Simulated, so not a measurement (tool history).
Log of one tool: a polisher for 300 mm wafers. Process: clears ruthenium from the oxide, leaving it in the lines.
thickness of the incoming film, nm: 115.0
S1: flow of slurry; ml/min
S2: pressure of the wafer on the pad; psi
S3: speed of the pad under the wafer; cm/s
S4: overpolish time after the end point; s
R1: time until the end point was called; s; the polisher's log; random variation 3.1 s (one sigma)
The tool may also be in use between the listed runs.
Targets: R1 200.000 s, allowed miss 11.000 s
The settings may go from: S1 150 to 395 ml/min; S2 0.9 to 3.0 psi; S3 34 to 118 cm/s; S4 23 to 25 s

run	day	S1	S2	S3	S4	R1
1	0.000	250	1.9	76	23	113.270
2	0.200	250	2.2	76	23	97.582
3	0.550	250	2.0	74	23	109.960
4	0.888	250	1.8	72	23	122.850
5	0.967	280	1.8	72	23	121.230
6	1.042	280	1.6	70	23	134.820
7	1.208	280	1.5	68	23	144.940
8	1.400	280	1.4	68	23	151.730
9	1.775	280	1.3	68	23	163.850
10	1.942	275	1.2	68	23	175.050
11	2.229	270	1.2	68	23	179.590
12	2.354	265	1.2	68	23	174.150
13	2.421	260	1.2	68	23	177.240
14	2.733	255	1.2	68	23	175.030

Which of these 5 next moves meets every target?
A	3.046	225	0.9	78	23	?
B	3.046	280	1.6	60	23	?
C	3.046	235	1.3	76	23	?
D	3.046	265	1.2	76	23	?
E	3.046	260	1.5	68	23	?

move	R1
A	190.750
B	153.870
C	147.540
D	154.820
E	144.870
A: meets every target
B: further off than the last run
C: further off than the last run
D: further off than the last run
E: further off than the last run
Answer: A

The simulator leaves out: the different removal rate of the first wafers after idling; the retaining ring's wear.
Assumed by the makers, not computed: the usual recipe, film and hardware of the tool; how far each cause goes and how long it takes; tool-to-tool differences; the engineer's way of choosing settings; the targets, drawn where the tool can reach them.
